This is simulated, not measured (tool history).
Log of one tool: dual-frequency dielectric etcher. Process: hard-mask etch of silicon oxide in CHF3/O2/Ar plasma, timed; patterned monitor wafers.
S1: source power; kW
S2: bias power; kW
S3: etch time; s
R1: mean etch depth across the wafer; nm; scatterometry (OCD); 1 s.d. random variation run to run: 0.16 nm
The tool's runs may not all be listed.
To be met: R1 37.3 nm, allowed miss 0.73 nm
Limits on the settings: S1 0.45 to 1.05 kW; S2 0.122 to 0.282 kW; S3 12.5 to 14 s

Run 1, day 0: S1 0.75 kW, S2 0.202 kW, S3 14 s. Result: R1 33.881 nm.
Run 2, day 0.362: S1 0.84 kW, S2 0.202 kW, S3 14 s. Result: R1 35.883 nm.
Run 3, day 0.529: S1 0.84 kW, S2 0.202 kW, S3 12.5 s. Result: R1 31.976 nm.
Run 4, day 0.842: S1 0.84 kW, S2 0.183 kW, S3 12.5 s. Result: R1 30.191 nm.
Run 5, day 1.15: S1 0.88 kW, S2 0.192 kW, S3 12.5 s. Result: R1 31.971 nm.
Run 6, day 1.304: S1 0.88 kW, S2 0.227 kW, S3 12.5 s. Result: R1 34.902 nm.
Run 7, day 1.338: S1 0.91 kW, S2 0.228 kW, S3 12.5 s. Result: R1 35.561 nm.
Run 8, day 1.525: S1 0.93 kW, S2 0.229 kW, S3 12.5 s. Result: R1 36.119 nm.
Run 9, day 1.629: S1 0.94 kW, S2 0.229 kW, S3 12.5 s. Result: R1 36.334 nm.

Below are 4 possible settings for the next run. Only one of them brings all results inside the allowed miss of their targets. Which is it?
Run A, day 1.733: S1 0.94 kW, S2 0.22 kW, S3 12.5 s. Result: R1 ?.
Run B, day 1.733: S1 0.9 kW, S2 0.215 kW, S3 13 s. Result: R1 ?.
Run C, day 1.733: S1 0.95 kW, S2 0.235 kW, S3 12.5 s. Result: R1 ?.
Run D, day 1.733: S1 0.76 kW, S2 0.249 kW, S3 13 s. Result: R1 ?.

move      R1
   A  35.601
   B  35.729
   C  37.034
   D  35.015
A: moves away from the targets compared with the last run
B: moves away from the targets compared with the last run
C: in spec on every target
D: moves away from the targets compared with the last run
Go with C: it meets all targets.

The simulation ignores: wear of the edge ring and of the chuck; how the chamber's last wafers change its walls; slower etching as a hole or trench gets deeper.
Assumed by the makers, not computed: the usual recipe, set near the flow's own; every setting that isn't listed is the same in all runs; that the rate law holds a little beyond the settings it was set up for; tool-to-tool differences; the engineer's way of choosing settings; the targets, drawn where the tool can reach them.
